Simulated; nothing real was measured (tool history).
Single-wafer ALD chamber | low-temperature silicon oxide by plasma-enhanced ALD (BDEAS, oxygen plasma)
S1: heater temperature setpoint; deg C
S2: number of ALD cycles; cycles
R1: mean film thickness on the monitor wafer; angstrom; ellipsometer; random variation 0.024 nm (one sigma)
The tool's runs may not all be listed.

run	day	S1	S2	R1
1	0	115	55	76.21
2	0.288	116	53	72.97
3	0.529	110	53	73.515
4	0.871	104	53	74.657
5	1.075	104	56	79.278
6	1.312	106	54	76.342
7	1.433	108	52	72.657
8	1.575	109	51	71.268
9	1.65	110	50	69.705
10	1.975	111	49	68.216
11	2.058	112	48	67.118
12	2.367	113	47	65.231
13	2.683	113	47	65.196

The next listed run, before its measurement:
14	2.846	114	46	?

{"run 14": {"R1": 63.832}}
